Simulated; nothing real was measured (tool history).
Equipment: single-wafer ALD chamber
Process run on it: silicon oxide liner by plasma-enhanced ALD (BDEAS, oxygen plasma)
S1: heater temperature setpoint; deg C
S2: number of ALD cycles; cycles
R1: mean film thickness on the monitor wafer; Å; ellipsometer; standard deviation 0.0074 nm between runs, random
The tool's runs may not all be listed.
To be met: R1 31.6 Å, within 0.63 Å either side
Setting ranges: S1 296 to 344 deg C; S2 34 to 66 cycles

run	hour	S1	S2	R1
1	0	320	50	42.735
2	8	320	55	47.147
3	16.3	326	55	46.593
4	18.3	326	61	51.512
5	19.9	326	66	55.853
6	25.2	332	55	46.071
7	26	335	48	40.065
8	29	337	40	33.302
9	32.8	338	37	30.693

Which one of the following 5 next-run settings gets every result inside its allowed miss? There is exactly one.
A	36.6	337	35	?
B	36.6	334	38	?
C	36.6	326	35	?
D	36.6	343	36	?
E	36.6	339	36	?

move	R1
A	29.095
B	31.745
C	29.623
D	29.63
E	29.827
A: the biggest miss grows against the last run
B: meets every target
C: the biggest miss grows against the last run
D: the biggest miss grows against the last run
E: the biggest miss grows against the last run
B is the move that brings every result within its allowed miss.
